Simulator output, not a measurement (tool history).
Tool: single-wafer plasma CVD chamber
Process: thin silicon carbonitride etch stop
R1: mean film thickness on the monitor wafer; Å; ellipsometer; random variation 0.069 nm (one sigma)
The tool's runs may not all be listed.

{"run": 1, "day": 0.0, "RF power (W)": 245, "deposition time (s)": 20.0, "R1": 121.0}
{"run": 2, "day": 0.362, "RF power (W)": 245, "deposition time (s)": 22.2, "R1": 134.66}
{"run": 3, "day": 0.492, "RF power (W)": 245, "deposition time (s)": 20.2, "R1": 121.81}
{"run": 4, "day": 0.75, "RF power (W)": 245, "deposition time (s)": 18.2, "R1": 110.21}
{"run": 5, "day": 1.054, "RF power (W)": 260, "deposition time (s)": 19.3, "R1": 118.14}
{"run": 6, "day": 1.354, "RF power (W)": 270, "deposition time (s)": 20.3, "R1": 125.01}

The next listed run, before its measurement:
{"day": 1.604, "done": "RF generator calibrated"}
{"run": 7, "day": 1.604, "RF power (W)": 305, "deposition time (s)": 23.4, "R1": "?"}

Run 7 gave R1 152.93 Å.
